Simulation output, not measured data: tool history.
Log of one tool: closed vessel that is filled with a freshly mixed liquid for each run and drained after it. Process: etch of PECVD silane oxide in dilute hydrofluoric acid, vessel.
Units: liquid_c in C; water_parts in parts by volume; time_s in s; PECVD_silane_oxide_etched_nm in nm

run,hour,liquid_c,water_parts,time_s,PECVD_silane_oxide_etched_nm
1,0,22,160,600,56.132
2,6.8,20.5,160,600,52.492
3,15.3,21.5,150,600,59.053
4,19.3,20,150,600,56.31
5,23.7,20,150,600,55.637
6,29.5,21,145,600,61.051

The next listed run, before its measurement:
7,38.2,22,140,600,?

{"run 7": {"PECVD_silane_oxide_etched_nm": 65.986}}
